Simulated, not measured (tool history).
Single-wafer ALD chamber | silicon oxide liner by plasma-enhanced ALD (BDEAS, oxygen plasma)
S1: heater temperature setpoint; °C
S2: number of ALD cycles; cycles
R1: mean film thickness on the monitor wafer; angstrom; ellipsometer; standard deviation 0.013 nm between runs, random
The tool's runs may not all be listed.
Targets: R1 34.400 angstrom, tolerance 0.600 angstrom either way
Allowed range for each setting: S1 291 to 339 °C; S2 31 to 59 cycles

run  hour   S1  S2      R1
  1   0.0  315  45  39.079
  2   0.5  316  44  38.178
  3   2.3  325  44  37.723
  4  10.3  325  50  42.970
  5  19.1  325  56  48.010
  6  26.8  336  56  47.092
  7  32.1  337  52  43.900
  8  34.3  337  49  41.400
  9  40.7  337  46  38.774
 10  44.3  337  44  37.081
 11  47.5  337  43  36.213
 12  54.1  337  42  35.347

Next run, 5 choices. One meets every target within its allowed miss, the rest don't. Which?
  A  60.7  330  42   ?
  B  60.7  339  43   ?
  C  60.7  329  43   ?
  D  60.7  336  42   ?
  E  60.7  323  40   ?

move      R1
   A  35.841
   B  36.251
   C  36.744
   D  35.552
   E  34.455
A: the biggest miss grows against the last run
B: the biggest miss grows against the last run
C: the biggest miss grows against the last run
D: the biggest miss grows against the last run
E: all results land within tolerance of their targets
The move that meets every target is E.
